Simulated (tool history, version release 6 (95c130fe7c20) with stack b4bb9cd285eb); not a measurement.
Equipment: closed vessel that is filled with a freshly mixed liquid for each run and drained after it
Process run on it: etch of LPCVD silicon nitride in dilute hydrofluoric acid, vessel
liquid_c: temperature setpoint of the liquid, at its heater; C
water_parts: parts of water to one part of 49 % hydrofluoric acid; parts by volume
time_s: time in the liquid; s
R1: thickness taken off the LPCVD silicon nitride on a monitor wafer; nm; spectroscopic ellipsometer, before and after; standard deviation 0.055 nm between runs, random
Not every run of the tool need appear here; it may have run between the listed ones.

run 1 day=0 | liquid_c=23 water_parts=180 time_s=2995 | R1=6.9392
run 2 day=0.125 | liquid_c=23 water_parts=180 time_s=2995 | R1=6.9063
run 3 day=0.471 | liquid_c=23 water_parts=135 time_s=2995 | R1=9.0829
run 4 day=0.558 | liquid_c=22.5 water_parts=135 time_s=2995 | R1=8.8793
run 5 day=0.592 | liquid_c=25 water_parts=135 time_s=2995 | R1=10.394
run 6 day=0.692 | liquid_c=28.5 water_parts=135 time_s=2995 | R1=13.066
run 7 day=1.05 | liquid_c=26.5 water_parts=135 time_s=2995 | R1=11.472
run 8 day=1.175 | liquid_c=25 water_parts=135 time_s=2995 | R1=10.465
run 9 day=1.433 | liquid_c=24 water_parts=135 time_s=2995 | R1=9.8761
run 10 day=1.617 | liquid_c=23 water_parts=135 time_s=2995 | R1=9.2235
run 11 day=1.762 | liquid_c=22.5 water_parts=135 time_s=2995 | R1=8.8485

For run 12, what comes out?
run 12 day=1.95 | liquid_c=22.5 water_parts=135 time_s=2995 | R1=?

R1: 8.9036 nm
